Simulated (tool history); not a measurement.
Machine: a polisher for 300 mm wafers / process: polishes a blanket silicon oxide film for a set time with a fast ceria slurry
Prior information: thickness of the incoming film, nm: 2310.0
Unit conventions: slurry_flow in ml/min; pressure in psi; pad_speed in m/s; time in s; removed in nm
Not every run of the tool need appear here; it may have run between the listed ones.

run,hour,slurry_flow,pressure,pad_speed,time,removed
1,0.0,200,2.0,1.00,50,651.47
2,1.1,200,1.6,1.00,50,550.39
3,6.1,200,1.6,1.20,50,643.90
4,8.1,195,1.4,1.10,50,528.30
5,15.1,170,1.4,1.10,50,531.12
6,17.2,170,1.2,1.04,50,439.17
7,17.8,170,1.1,1.02,50,414.67
8,19.7,170,1.1,1.02,50,408.95

What will run 9 give?
9,24.0,170,1.0,1.00,50,?

removed: 374.69 nm

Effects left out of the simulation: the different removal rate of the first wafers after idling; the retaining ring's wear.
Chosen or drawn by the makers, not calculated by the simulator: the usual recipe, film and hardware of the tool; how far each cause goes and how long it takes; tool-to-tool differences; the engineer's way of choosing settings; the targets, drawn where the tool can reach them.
